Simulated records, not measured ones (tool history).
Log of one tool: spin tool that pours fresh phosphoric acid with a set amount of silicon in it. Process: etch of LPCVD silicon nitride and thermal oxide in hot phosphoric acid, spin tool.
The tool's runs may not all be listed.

run    day  temperature setpoint of the liquid (C)  silicon dissolved in the acid as it is poured (mg a litre)  time under the liquid (s)  thickness taken off the LPCVD silicon nitride on a monitor wafer (angstrom)  thickness taken off the thermal oxide on a monitor wafer (angstrom)
  1      0                                     160                                                          19                        120                                                                       92.562                                                               1.4263
  2  0.217                                     161                                                          15                        135                                                                       106.69                                                               2.0528
  3  0.542                                     161                                                          15                        100                                                                         79.6                                                               1.9204
  4  0.842                                     162                                                          14                        120                                                                       99.977                                                                2.276
  5  1.033                                     163                                                        12.5                        130                                                                       111.19                                                               1.9477
  6  1.217                                     164                                                        12.5                        130                                                                       113.61                                                               3.0868
  7  1.329                                   164.5                                                        11.5                        140                                                                        125.1                                                                2.625
  8  1.429                                   164.5                                                           8                        145                                                                       130.46                                                                3.865
  9  1.758                                   164.5                                                           8                        150                                                                       136.65                                                               4.5108
 10  1.971                                   164.5                                                           9                        155                                                                       138.82                                                               4.2582

Expected results for the next run?
 11  2.125                                   164.5                                                         9.5                        160                                                                            ?                                                                    ?

{"run 11": {"thickness taken off the LPCVD silicon nitride on a monitor wafer (angstrom)": 143.95, "thickness taken off the thermal oxide on a monitor wafer (angstrom)": 3.2634}}

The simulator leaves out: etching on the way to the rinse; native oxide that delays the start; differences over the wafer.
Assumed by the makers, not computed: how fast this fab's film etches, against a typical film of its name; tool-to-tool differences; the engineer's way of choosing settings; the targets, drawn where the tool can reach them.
